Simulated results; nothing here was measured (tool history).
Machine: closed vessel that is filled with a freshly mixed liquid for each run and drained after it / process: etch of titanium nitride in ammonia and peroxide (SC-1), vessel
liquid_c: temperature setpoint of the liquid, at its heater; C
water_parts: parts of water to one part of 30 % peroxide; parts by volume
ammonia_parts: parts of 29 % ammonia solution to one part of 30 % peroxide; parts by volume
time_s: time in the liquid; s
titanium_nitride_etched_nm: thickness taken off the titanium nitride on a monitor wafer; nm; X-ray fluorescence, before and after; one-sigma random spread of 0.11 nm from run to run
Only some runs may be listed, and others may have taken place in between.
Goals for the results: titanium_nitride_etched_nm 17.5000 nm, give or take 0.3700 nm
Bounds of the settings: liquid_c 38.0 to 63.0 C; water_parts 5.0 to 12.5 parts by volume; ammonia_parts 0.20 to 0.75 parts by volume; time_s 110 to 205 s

{"run": 1, "hour": 0.0, "liquid_c": 47.0, "water_parts": 7.0, "ammonia_parts": 0.45, "time_s": 205, "titanium_nitride_etched_nm": 12.97}
{"run": 2, "hour": 6.9, "liquid_c": 47.0, "water_parts": 7.0, "ammonia_parts": 0.6, "time_s": 205, "titanium_nitride_etched_nm": 13.781}
{"run": 3, "hour": 14.7, "liquid_c": 47.0, "water_parts": 7.0, "ammonia_parts": 0.6, "time_s": 205, "titanium_nitride_etched_nm": 13.765}
{"run": 4, "hour": 24.3, "liquid_c": 48.0, "water_parts": 7.0, "ammonia_parts": 0.6, "time_s": 205, "titanium_nitride_etched_nm": 14.587}
{"run": 5, "hour": 25.4, "liquid_c": 42.0, "water_parts": 7.0, "ammonia_parts": 0.6, "time_s": 205, "titanium_nitride_etched_nm": 9.4748}
{"run": 6, "hour": 30.7, "liquid_c": 42.0, "water_parts": 7.0, "ammonia_parts": 0.5, "time_s": 205, "titanium_nitride_etched_nm": 9.2968}
{"run": 7, "hour": 33.3, "liquid_c": 50.0, "water_parts": 7.0, "ammonia_parts": 0.5, "time_s": 205, "titanium_nitride_etched_nm": 16.309}
{"run": 8, "hour": 35.4, "liquid_c": 50.5, "water_parts": 7.0, "ammonia_parts": 0.5, "time_s": 205, "titanium_nitride_etched_nm": 16.915}

Next run, 4 choices. One meets every target within its allowed miss, the rest don't. Which?
{"run": "A", "hour": 37.5, "liquid_c": 52.5, "water_parts": 9.0, "ammonia_parts": 0.4, "time_s": 205, "titanium_nitride_etched_nm": "?"}
{"run": "B", "hour": 37.5, "liquid_c": 52.0, "water_parts": 7.5, "ammonia_parts": 0.45, "time_s": 200, "titanium_nitride_etched_nm": "?"}
{"run": "C", "hour": 37.5, "liquid_c": 50.0, "water_parts": 6.0, "ammonia_parts": 0.5, "time_s": 190, "titanium_nitride_etched_nm": "?"}
{"run": "D", "hour": 37.5, "liquid_c": 50.5, "water_parts": 7.0, "ammonia_parts": 0.45, "time_s": 205, "titanium_nitride_etched_nm": "?"}

move=A titanium_nitride_etched_nm=16.3700
move=B titanium_nitride_etched_nm=17.2980
move=C titanium_nitride_etched_nm=16.2600
move=D titanium_nitride_etched_nm=16.5470
A: moves away from the targets compared with the last run
B: each result inside its tolerance
C: moves away from the targets compared with the last run
D: moves away from the targets compared with the last run
Answer: B
